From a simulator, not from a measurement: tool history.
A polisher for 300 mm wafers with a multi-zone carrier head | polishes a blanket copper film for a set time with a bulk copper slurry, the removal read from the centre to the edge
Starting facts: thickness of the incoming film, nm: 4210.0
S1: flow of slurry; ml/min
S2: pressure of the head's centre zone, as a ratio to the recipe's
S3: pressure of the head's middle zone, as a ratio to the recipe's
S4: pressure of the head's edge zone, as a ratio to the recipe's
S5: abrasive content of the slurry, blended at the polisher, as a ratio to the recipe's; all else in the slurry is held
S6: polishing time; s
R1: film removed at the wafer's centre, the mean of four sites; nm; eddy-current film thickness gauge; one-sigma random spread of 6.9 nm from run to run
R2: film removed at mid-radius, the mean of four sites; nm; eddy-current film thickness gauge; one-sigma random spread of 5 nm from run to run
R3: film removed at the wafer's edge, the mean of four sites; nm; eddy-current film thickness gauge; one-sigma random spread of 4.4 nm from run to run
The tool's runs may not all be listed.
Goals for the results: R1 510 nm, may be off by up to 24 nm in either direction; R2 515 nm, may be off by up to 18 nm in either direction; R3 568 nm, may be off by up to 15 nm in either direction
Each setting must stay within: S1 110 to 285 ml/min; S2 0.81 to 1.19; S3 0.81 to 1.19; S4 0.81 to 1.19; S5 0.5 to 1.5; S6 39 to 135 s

| run | hour | S1 | S2 | S3 | S4 | S5 | S6 | R1 | R2 | R3 |
|---|---|---|---|---|---|---|---|---|---|---|
| 1 | 0 | 180 | 1 | 1 | 1 | 1 | 87 | 781.08 | 811.53 | 807.67 |
| 2 | 2 | 170 | 0.98 | 0.96 | 0.98 | 0.85 | 83 | 710.59 | 725.06 | 739.3 |
| 3 | 2.7 | 170 | 0.98 | 0.96 | 1.06 | 0.85 | 83 | 696.73 | 724.01 | 774.17 |
| 4 | 6.1 | 195 | 0.98 | 0.96 | 1.06 | 0.85 | 83 | 703.78 | 728.34 | 783.03 |
| 5 | 10.1 | 190 | 0.96 | 0.93 | 1.03 | 0.75 | 79 | 650.89 | 668.95 | 726.21 |
| 6 | 16 | 185 | 0.94 | 0.91 | 1 | 0.7 | 76 | 620.46 | 625.58 | 665.72 |
| 7 | 22.9 | 175 | 0.91 | 0.89 | 0.99 | 0.65 | 75 | 562.05 | 593.84 | 649.32 |
| 8 | 27 | 165 | 0.91 | 0.87 | 0.97 | 0.6 | 75 | 572.22 | 573.22 | 632.04 |
| 9 | 27.7 | 165 | 0.91 | 0.87 | 0.97 | 0.6 | 75 | 555 | 561.47 | 636.7 |
| 10 | 35.1 | 160 | 0.9 | 0.87 | 0.94 | 0.55 | 75 | 546.72 | 559.99 | 624.44 |
| 11 | 36.6 | 160 | 0.9 | 0.86 | 0.92 | 0.55 | 74 | 529.64 | 556.13 | 606.11 |
| 12 | 44.6 | 130 | 0.93 | 0.81 | 0.88 | 0.5 | 73 | 515.41 | 488.61 | 559.47 |
| 13 | 49.5 | 135 | 0.92 | 0.82 | 0.88 | 0.5 | 73 | 520.78 | 494.66 | 560.98 |

5 next moves are on the table. One of them brings every result within its allowed miss. Which?
| A | 54.4 | 125 | 0.97 | 0.81 | 0.9 | 0.5 | 71 | ? | ? | ? |
| B | 54.4 | 130 | 0.97 | 0.86 | 0.86 | 0.5 | 69 | ? | ? | ? |
| C | 54.4 | 160 | 0.93 | 0.82 | 0.98 | 0.5 | 67 | ? | ? | ? |
| D | 54.4 | 200 | 0.81 | 0.81 | 1.01 | 0.65 | 63 | ? | ? | ? |
| E | 54.4 | 155 | 0.93 | 0.89 | 0.97 | 0.6 | 68 | ? | ? | ? |

| move | R1 | R2 | R3 |
|---|---|---|---|
| A | 521.85 | 461.65 | 545.31 |
| B | 513.37 | 476.15 | 522.9 |
| C | 504.64 | 466.28 | 557.17 |
| D | 447.25 | 466.19 | 564.35 |
| E | 519.62 | 513.75 | 571.68 |
A: lands further from the targets than the last run did
B: lands further from the targets than the last run did
C: lands further from the targets than the last run did
D: lands further from the targets than the last run did
E: every result lands within tolerance
Go with E: it meets all targets.
